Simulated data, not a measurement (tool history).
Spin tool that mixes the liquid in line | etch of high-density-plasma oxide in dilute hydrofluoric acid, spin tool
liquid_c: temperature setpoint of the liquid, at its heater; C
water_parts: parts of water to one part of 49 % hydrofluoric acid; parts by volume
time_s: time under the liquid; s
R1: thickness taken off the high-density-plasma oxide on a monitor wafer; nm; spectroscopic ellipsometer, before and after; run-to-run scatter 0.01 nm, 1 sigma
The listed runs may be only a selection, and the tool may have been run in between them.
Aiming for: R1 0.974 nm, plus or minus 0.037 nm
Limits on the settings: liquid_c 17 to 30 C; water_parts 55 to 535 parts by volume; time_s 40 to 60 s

Run 1, hour 0: liquid_c 22 C, water_parts 295 parts by volume, time_s 60 s. Result: R1 1.2771 nm.
Run 2, hour 4.9: liquid_c 22 C, water_parts 220 parts by volume, time_s 60 s. Result: R1 1.8896 nm.
Run 3, hour 13.5: liquid_c 22 C, water_parts 275 parts by volume, time_s 60 s. Result: R1 1.3987 nm.
Run 4, hour 18.9: liquid_c 21.5 C, water_parts 285 parts by volume, time_s 60 s. Result: R1 1.3439 nm.
Run 5, hour 19.9: liquid_c 23 C, water_parts 285 parts by volume, time_s 60 s. Result: R1 1.3974 nm.
Run 6, hour 23: liquid_c 22 C, water_parts 290 parts by volume, time_s 60 s. Result: R1 1.3271 nm.
Run 7, hour 28.8: liquid_c 21.5 C, water_parts 295 parts by volume, time_s 60 s. Result: R1 1.2541 nm.
Run 8, hour 30.3: liquid_c 21 C, water_parts 300 parts by volume, time_s 60 s. Result: R1 1.2243 nm.
Run 9, hour 36.8: liquid_c 20.5 C, water_parts 305 parts by volume, time_s 60 s. Result: R1 1.1847 nm.
Run 10, hour 42.5: liquid_c 20 C, water_parts 310 parts by volume, time_s 60 s. Result: R1 1.1542 nm.
Run 11, hour 46.7: liquid_c 20 C, water_parts 310 parts by volume, time_s 60 s. Result: R1 1.1288 nm.
Run 12, hour 49.1: liquid_c 19.5 C, water_parts 315 parts by volume, time_s 60 s. Result: R1 1.0928 nm.
Run 13, hour 51.1: liquid_c 19 C, water_parts 315 parts by volume, time_s 60 s. Result: R1 1.0753 nm.
Run 14, hour 52.6: liquid_c 18.5 C, water_parts 315 parts by volume, time_s 60 s. Result: R1 1.0525 nm.

Next run, 5 choices. One meets every target within its allowed miss, the rest don't. Which?
Run A, hour 54.1: liquid_c 17 C, water_parts 320 parts by volume, time_s 60 s. Result: R1 ?.
Run B, hour 54.1: liquid_c 21.5 C, water_parts 320 parts by volume, time_s 60 s. Result: R1 ?.
Run C, hour 54.1: liquid_c 17.5 C, water_parts 285 parts by volume, time_s 60 s. Result: R1 ?.
Run D, hour 54.1: liquid_c 20 C, water_parts 305 parts by volume, time_s 60 s. Result: R1 ?.
Run E, hour 54.1: liquid_c 18 C, water_parts 290 parts by volume, time_s 60 s. Result: R1 ?.

move       R1
   A  0.97891
   B   1.1568
   C   1.1511
   D   1.1633
   E   1.1486
A: in spec on every target
B: lands further from the targets than the last run did
C: lands further from the targets than the last run did
D: lands further from the targets than the last run did
E: lands further from the targets than the last run did
The move that meets every target is A.

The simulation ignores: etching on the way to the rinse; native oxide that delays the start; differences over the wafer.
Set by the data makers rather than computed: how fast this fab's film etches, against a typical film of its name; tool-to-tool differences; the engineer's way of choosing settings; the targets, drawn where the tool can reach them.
